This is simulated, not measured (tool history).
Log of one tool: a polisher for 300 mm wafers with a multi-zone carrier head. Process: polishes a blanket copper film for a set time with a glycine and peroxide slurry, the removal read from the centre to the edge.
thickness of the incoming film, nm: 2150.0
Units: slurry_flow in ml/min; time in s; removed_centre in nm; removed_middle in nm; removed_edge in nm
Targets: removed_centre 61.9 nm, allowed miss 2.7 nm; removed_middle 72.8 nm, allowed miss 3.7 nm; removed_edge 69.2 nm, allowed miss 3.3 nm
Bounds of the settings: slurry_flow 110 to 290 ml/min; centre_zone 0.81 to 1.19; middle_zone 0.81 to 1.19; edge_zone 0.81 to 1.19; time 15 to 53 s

run,day,slurry_flow,centre_zone,middle_zone,edge_zone,time,removed_centre,removed_middle,removed_edge
1,0,185,1,1,1,34,136.23,139.12,136.44
2,0.167,230,1,1,1,34,140.62,137.81,139.67
3,0.421,205,0.95,0.98,0.95,29,112.62,118.01,118.22
4,0.533,205,0.86,0.98,0.95,29,103.82,116.33,112.75
5,0.8,205,0.86,1.03,0.95,29,103.41,123.76,112.83
6,0.842,205,0.86,1.09,0.95,29,104.63,127.98,118.18
7,1.125,190,0.85,1.04,0.93,25,88.108,102.1,96.45
8,1.229,140,0.81,1.02,0.93,16,51.416,61.625,58.546
9,1.558,155,0.82,1.02,0.94,16,50.615,62.343,60.229
10,1.904,175,0.84,1.03,0.93,16,55.242,66.498,62.193
11,2.138,185,0.85,1.03,0.94,16,55.201,66.535,62.329
12,2.392,185,0.9,1.04,0.99,19,70.934,80.642,77.898
13,2.7,170,0.89,1.04,0.98,19,68.039,76.855,74.057
14,2.825,160,0.88,1.04,0.97,19,65.971,74.162,72.609
15,3.071,140,0.85,1.08,0.93,19,61.66,77.351,72.472

4 next moves are on the table. One of them brings every result within its allowed miss. Which?
A,3.317,110,0.81,1.03,1.01,21,?,?,?
B,3.317,110,0.81,1.06,1.05,21,?,?,?
C,3.317,115,0.86,1.03,1,21,?,?,?
D,3.317,155,0.88,1.04,0.98,18,?,?,?

move,removed_centre,removed_middle,removed_edge
A,60.245,75.809,75.426
B,60.258,77.678,76.681
C,64.468,76.857,75.822
D,61.455,71.655,67.952
A: brings the result that was furthest off to its target, and leaves another outside
B: further off than the last run
C: further off than the last run
D: meets every target
Move D is the one to make.
